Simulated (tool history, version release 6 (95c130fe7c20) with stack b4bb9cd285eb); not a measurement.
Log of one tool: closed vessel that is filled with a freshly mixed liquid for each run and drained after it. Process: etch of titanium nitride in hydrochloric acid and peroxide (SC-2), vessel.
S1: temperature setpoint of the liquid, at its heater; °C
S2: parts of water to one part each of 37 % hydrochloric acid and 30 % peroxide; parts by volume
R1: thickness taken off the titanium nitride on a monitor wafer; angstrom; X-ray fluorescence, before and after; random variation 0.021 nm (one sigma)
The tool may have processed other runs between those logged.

Run 1, hour 0: S1 63 °C, S2 9 parts by volume, time in the liquid (s) 30. Result: R1 27.303 angstrom.
Run 2, hour 5: S1 63 °C, S2 6.5 parts by volume, time in the liquid (s) 30. Result: R1 35.736 angstrom.
Run 3, hour 14.3: S1 60 °C, S2 6.5 parts by volume, time in the liquid (s) 30. Result: R1 29.575 angstrom.
Run 4, hour 20: S1 61 °C, S2 6.5 parts by volume, time in the liquid (s) 30. Result: R1 31.336 angstrom.
Run 5, hour 24.8: S1 61.5 °C, S2 6.5 parts by volume, time in the liquid (s) 30. Result: R1 32.577 angstrom.
Run 6, hour 33.5: S1 55.5 °C, S2 6.5 parts by volume, time in the liquid (s) 30. Result: R1 22.21 angstrom.
Run 7, hour 36.6: S1 57 °C, S2 6.5 parts by volume, time in the liquid (s) 30. Result: R1 24.444 angstrom.
Run 8, hour 41.8: S1 58 °C, S2 6.5 parts by volume, time in the liquid (s) 30. Result: R1 26.114 angstrom.
Run 9, hour 45.8: S1 59 °C, S2 6.5 parts by volume, time in the liquid (s) 30. Result: R1 27.69 angstrom.

Estimate the outcome of run 10 from the log above:
Run 10, hour 52.6: S1 60 °C, S2 6.5 parts by volume, time in the liquid (s) 30. Result: R1 ?.

Run 10 measured R1 29.556 angstrom.
